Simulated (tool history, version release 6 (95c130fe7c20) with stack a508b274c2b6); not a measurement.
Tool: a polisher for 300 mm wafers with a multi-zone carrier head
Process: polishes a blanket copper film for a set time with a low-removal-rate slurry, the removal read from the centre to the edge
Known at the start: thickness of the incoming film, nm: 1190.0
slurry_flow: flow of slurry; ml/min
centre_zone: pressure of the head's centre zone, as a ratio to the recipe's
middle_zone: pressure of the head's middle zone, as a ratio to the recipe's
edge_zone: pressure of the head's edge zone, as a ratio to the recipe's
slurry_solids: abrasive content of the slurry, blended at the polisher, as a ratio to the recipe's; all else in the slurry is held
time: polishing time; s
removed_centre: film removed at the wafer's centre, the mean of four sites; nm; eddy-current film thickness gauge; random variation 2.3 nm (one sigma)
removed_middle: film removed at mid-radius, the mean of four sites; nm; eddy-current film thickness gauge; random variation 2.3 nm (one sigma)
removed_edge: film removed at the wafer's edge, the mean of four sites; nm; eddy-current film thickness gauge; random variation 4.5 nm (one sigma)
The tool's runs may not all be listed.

{"run": 1, "day": 0.0, "slurry_flow": 190, "centre_zone": 1.0, "middle_zone": 1.0, "edge_zone": 1.0, "slurry_solids": 1.0, "time": 53, "removed_centre": 219.79, "removed_middle": 221.93, "removed_edge": 228.11}
{"run": 2, "day": 0.112, "slurry_flow": 190, "centre_zone": 1.07, "middle_zone": 1.0, "edge_zone": 1.0, "slurry_solids": 1.0, "time": 53, "removed_centre": 232.0, "removed_middle": 220.32, "removed_edge": 233.85}
{"run": 3, "day": 0.342, "slurry_flow": 190, "centre_zone": 1.07, "middle_zone": 0.92, "edge_zone": 1.0, "slurry_solids": 1.0, "time": 53, "removed_centre": 232.6, "removed_middle": 207.51, "removed_edge": 225.65}
{"run": 4, "day": 0.425, "slurry_flow": 190, "centre_zone": 1.07, "middle_zone": 0.92, "edge_zone": 1.07, "slurry_solids": 1.0, "time": 53, "removed_centre": 233.53, "removed_middle": 204.89, "removed_edge": 240.55}
{"run": 5, "day": 0.675, "slurry_flow": 210, "centre_zone": 1.1, "middle_zone": 0.95, "edge_zone": 1.07, "slurry_solids": 1.1, "time": 55, "removed_centre": 261.09, "removed_middle": 232.18, "removed_edge": 261.75}
{"run": 6, "day": 0.838, "slurry_flow": 225, "centre_zone": 1.12, "middle_zone": 0.96, "edge_zone": 1.08, "slurry_solids": 1.2, "time": 56, "removed_centre": 281.76, "removed_middle": 247.86, "removed_edge": 270.04}
{"run": 7, "day": 0.925, "slurry_flow": 230, "centre_zone": 1.14, "middle_zone": 0.97, "edge_zone": 1.11, "slurry_solids": 1.25, "time": 57, "removed_centre": 296.27, "removed_middle": 254.65, "removed_edge": 281.34}

Forecast run 8:
{"run": 8, "day": 1.229, "slurry_flow": 235, "centre_zone": 1.14, "middle_zone": 0.98, "edge_zone": 1.13, "slurry_solids": 1.3, "time": 58, "removed_centre": "?", "removed_middle": "?", "removed_edge": "?"}

{"run 8": {"removed_centre": 301.16, "removed_middle": 269.76, "removed_edge": 295.97}}

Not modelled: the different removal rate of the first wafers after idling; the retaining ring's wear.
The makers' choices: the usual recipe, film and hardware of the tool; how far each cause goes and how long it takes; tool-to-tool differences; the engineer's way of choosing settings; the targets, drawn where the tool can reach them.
